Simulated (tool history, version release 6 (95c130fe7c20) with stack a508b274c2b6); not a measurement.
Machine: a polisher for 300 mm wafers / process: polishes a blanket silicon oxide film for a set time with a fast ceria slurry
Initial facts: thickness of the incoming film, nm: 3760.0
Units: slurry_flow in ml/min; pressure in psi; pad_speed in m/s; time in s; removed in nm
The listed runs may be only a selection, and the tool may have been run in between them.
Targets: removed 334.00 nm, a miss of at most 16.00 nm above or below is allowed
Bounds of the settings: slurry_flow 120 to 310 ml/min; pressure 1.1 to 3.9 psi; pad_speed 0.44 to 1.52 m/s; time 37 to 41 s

| run | day | slurry_flow | pressure | pad_speed | time | removed |
|---|---|---|---|---|---|---|
| 1 | 0.000 | 200 | 2.5 | 0.98 | 41 | 523.36 |
| 2 | 0.158 | 200 | 2.5 | 0.98 | 37 | 466.96 |
| 3 | 0.408 | 200 | 2.5 | 0.98 | 37 | 465.25 |
| 4 | 0.662 | 200 | 2.2 | 0.98 | 37 | 415.34 |
| 5 | 0.738 | 200 | 2.7 | 0.98 | 37 | 505.31 |
| 6 | 0.912 | 200 | 2.4 | 0.96 | 37 | 444.99 |
| 7 | 1.238 | 200 | 2.2 | 0.96 | 37 | 398.50 |
| 8 | 1.475 | 200 | 2.1 | 0.96 | 37 | 400.96 |
| 9 | 1.550 | 200 | 1.9 | 0.96 | 37 | 359.86 |

Below are 4 possible settings for the next run. Only one of them brings all results inside the allowed miss of their targets. Which is it?
| A | 1.625 | 185 | 1.4 | 1.12 | 39 | ? |
| B | 1.625 | 150 | 2.2 | 0.96 | 37 | ? |
| C | 1.625 | 195 | 2.2 | 0.90 | 37 | ? |
| D | 1.625 | 220 | 2.0 | 0.94 | 38 | ? |

| move | removed |
|---|---|
| A | 329.74 |
| B | 388.44 |
| C | 378.23 |
| D | 377.39 |
A: meets every target
B: its largest miss is bigger than the last run's
C: its largest miss is bigger than the last run's
D: its largest miss is bigger than the last run's
Answer: A
